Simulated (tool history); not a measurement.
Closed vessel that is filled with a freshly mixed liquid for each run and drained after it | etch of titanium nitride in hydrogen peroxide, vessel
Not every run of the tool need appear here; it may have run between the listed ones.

run,hour,temperature setpoint of the liquid (°C),concentration of hydrogen peroxide in the mixed liquid (% by weight),time in the liquid (s),thickness taken off the titanium nitride on a monitor wafer (angstrom)
1,0.0,50.0,16,550,144.130
2,4.3,47.0,16,550,117.040
3,12.4,44.5,16,550,97.940
4,17.4,42.5,16,550,83.826
5,19.5,41.0,16,550,73.916
6,22.8,40.0,16,550,68.698
7,26.4,39.5,16,550,65.364
8,32.3,39.0,16,550,62.981

The next listed run, before its measurement:
9,40.8,38.5,16,550,?

Run 9 produced thickness taken off the titanium nitride on a monitor wafer (angstrom) 60.846.
